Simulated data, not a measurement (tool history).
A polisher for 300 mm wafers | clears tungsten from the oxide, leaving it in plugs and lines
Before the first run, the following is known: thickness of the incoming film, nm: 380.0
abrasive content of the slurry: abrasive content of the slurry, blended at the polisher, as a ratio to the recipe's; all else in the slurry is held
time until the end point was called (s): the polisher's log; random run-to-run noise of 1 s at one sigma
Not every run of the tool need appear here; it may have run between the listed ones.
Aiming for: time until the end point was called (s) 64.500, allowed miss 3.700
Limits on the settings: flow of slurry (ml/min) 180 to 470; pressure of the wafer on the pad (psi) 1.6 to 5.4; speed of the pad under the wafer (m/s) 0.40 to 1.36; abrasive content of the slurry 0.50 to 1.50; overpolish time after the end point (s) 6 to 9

run  hour  flow of slurry (ml/min)  pressure of the wafer on the pad (psi)  speed of the pad under the wafer (m/s)  abrasive content of the slurry  overpolish time after the end point (s)  time until the end point was called (s)
  1   0.0                      300                                     3.5                                    0.88                            1.00                                        9                                   94.601
  2   4.2                      300                                     2.9                                    0.88                            1.00                                        9                                  112.610
  3   5.9                      330                                     2.9                                    0.88                            1.00                                        9                                  111.340
  4   8.1                      330                                     2.9                                    0.88                            1.00                                        6                                  113.790
  5  11.5                      330                                     2.9                                    0.96                            1.00                                        6                                  105.880
  6  18.4                      330                                     2.9                                    0.96                            0.80                                        6                                  107.800
  7  22.5                      330                                     3.2                                    0.96                            0.80                                        6                                  100.670
  8  30.2                      330                                     3.5                                    0.96                            0.80                                        6                                   93.699
  9  37.7                      330                                     3.7                                    0.96                            0.80                                        6                                   91.997
 10  39.3                      330                                     3.9                                    0.98                            0.80                                        6                                   84.806
 11  41.9                      330                                     4.1                                    0.98                            0.80                                        6                                   79.999
 12  49.9                      330                                     4.2                                    0.98                            0.80                                        6                                   81.057
 13  53.3                      330                                     4.4                                    0.98                            0.80                                        6                                   73.882
 14  55.4                      330                                     4.5                                    0.98                            0.80                                        6                                   73.758
 15  60.3                      330                                     4.6                                    0.98                            0.80                                        6                                   72.486
 16  66.0                      330                                     4.7                                    0.98                            0.80                                        6                                   72.038
 17  68.9                      330                                     4.8                                    0.98                            0.80                                        6                                   70.184

Exactly one of the 5 candidate moves below puts every result within its allowed miss. Which one?
  A  71.8                      270                                     4.7                                    0.98                            0.80                                        6                                        ?
  B  71.8                      310                                     5.4                                    0.88                            0.65                                        6                                        ?
  C  71.8                      400                                     4.3                                    1.18                            0.85                                        9                                        ?
  D  71.8                      385                                     4.6                                    0.96                            0.60                                        6                                        ?
  E  71.8                      265                                     4.8                                    1.32                            0.75                                        9                                        ?

move  time until the end point was called (s)
   A                                   73.809
   B                                   71.961
   C                                   66.532
   D                                   77.635
   E                                   58.970
A: further off than the last run
B: further off than the last run
C: every result within its allowed miss
D: further off than the last run
E: takes the biggest miss from the last run beyond its target
The move that meets every target is C.
